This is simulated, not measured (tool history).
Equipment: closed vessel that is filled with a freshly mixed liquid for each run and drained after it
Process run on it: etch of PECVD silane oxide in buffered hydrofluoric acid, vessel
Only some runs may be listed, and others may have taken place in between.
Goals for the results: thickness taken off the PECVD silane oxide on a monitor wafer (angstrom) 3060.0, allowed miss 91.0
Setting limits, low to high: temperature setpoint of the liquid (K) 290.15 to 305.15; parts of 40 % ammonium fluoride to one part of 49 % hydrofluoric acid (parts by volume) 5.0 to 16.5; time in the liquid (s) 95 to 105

| run | day | temperature setpoint of the liquid (K) | parts of 40 % ammonium fluoride to one part of 49 % hydrofluoric acid (parts by volume) | time in the liquid (s) | thickness taken off the PECVD silane oxide on a monitor wafer (angstrom) |
|---|---|---|---|---|---|
| 1 | 0.000 | 298.15 | 10.0 | 95 | 4412.9 |
| 2 | 0.175 | 301.15 | 10.0 | 95 | 5164.7 |
| 3 | 0.242 | 301.15 | 7.0 | 95 | 7273.9 |
| 4 | 0.558 | 303.15 | 7.0 | 95 | 8072.7 |
| 5 | 0.608 | 301.15 | 7.0 | 95 | 7242.6 |
| 6 | 0.833 | 301.15 | 9.5 | 95 | 5339.8 |
| 7 | 1.075 | 297.15 | 10.0 | 95 | 4173.9 |
| 8 | 1.271 | 293.15 | 10.5 | 95 | 3188.7 |

Of the 5 settings listed for the next run, only one would bring every result within its allowed miss of target. Which one?
| A | 1.467 | 296.15 | 13.5 | 100 | ? |
| B | 1.467 | 290.65 | 9.0 | 100 | ? |
| C | 1.467 | 293.15 | 10.0 | 100 | ? |
| D | 1.467 | 293.15 | 10.5 | 100 | ? |
| E | 1.467 | 293.15 | 10.0 | 95 | ? |

| move | thickness taken off the PECVD silane oxide on a monitor wafer (angstrom) |
|---|---|
| A | 3097.4 |
| B | 3262.9 |
| C | 3516.1 |
| D | 3353.0 |
| E | 3340.3 |
A: in spec on every target
B: its largest miss is bigger than the last run's
C: its largest miss is bigger than the last run's
D: its largest miss is bigger than the last run's
E: its largest miss is bigger than the last run's
A meets every target.
